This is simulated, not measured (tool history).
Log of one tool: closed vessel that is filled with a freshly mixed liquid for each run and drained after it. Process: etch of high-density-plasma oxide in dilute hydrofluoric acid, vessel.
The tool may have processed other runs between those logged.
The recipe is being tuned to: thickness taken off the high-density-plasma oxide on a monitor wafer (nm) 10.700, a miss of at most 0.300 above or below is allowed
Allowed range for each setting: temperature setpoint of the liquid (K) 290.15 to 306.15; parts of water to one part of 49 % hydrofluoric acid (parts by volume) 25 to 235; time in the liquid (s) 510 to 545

run	hour	temperature setpoint of the liquid (K)	parts of water to one part of 49 % hydrofluoric acid (parts by volume)	time in the liquid (s)	thickness taken off the high-density-plasma oxide on a monitor wafer (nm)
1	0.0	298.15	130	510	19.814
2	3.8	299.65	130	510	20.872
3	5.7	297.65	140	510	17.714
4	13.8	296.15	140	510	16.807
5	15.2	294.65	145	510	15.124
6	20.0	293.65	150	510	14.031
7	24.7	292.65	155	510	12.971
8	32.9	292.15	160	510	12.287
9	38.3	291.65	160	510	12.093
10	42.9	291.15	160	510	11.736
11	43.8	290.65	165	510	11.201

Exactly one of the 5 candidate moves below puts every result within its allowed miss. Which one?
A	44.7	290.65	170	545	?
B	44.7	291.65	165	515	?
C	44.7	291.65	180	525	?
D	44.7	291.15	160	525	?
E	44.7	292.15	190	510	?

move	thickness taken off the high-density-plasma oxide on a monitor wafer (nm)
A	11.471
B	11.683
C	10.758
D	12.097
E	10.001
A: lands further from the targets than the last run did
B: lands further from the targets than the last run did
C: in spec on every target
D: lands further from the targets than the last run did
E: takes the result that was furthest off past its target
So the answer is move C, the one that meets all the targets.

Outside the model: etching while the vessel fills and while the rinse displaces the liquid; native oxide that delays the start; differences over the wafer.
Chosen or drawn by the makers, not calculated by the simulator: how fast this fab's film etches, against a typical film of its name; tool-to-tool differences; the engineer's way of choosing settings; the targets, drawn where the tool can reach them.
